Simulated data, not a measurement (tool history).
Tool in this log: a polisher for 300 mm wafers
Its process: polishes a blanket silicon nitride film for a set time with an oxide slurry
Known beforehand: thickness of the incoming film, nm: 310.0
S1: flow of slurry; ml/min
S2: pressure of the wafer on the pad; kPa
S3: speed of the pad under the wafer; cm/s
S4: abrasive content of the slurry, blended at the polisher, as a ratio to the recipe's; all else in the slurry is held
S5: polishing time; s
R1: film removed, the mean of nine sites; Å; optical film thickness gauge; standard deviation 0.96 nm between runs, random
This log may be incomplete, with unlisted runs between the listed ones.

run 1 hour=0.0 | S1=230 S2=33.8 S3=112 S4=1.00 S5=58 | R1=514.38
run 2 hour=3.6 | S1=230 S2=37.2 S3=114 S4=1.00 S5=58 | R1=548.97
run 3 hour=11.8 | S1=230 S2=37.2 S3=114 S4=1.00 S5=58 | R1=556.65
run 4 hour=16.1 | S1=230 S2=37.2 S3=114 S4=1.15 S5=58 | R1=590.48
run 5 hour=16.7 | S1=230 S2=37.2 S3=114 S4=1.15 S5=60 | R1=622.83
run 6 hour=24.9 | S1=230 S2=37.2 S3=114 S4=1.15 S5=58 | R1=582.95
run 7 hour=32.2 | S1=230 S2=40.0 S3=116 S4=1.15 S5=58 | R1=634.32

What does the tool deliver on the next run?
run 8 hour=36.4 | S1=230 S2=41.4 S3=116 S4=1.15 S5=58 | R1=?

{"run 8": {"R1": 660.62}}
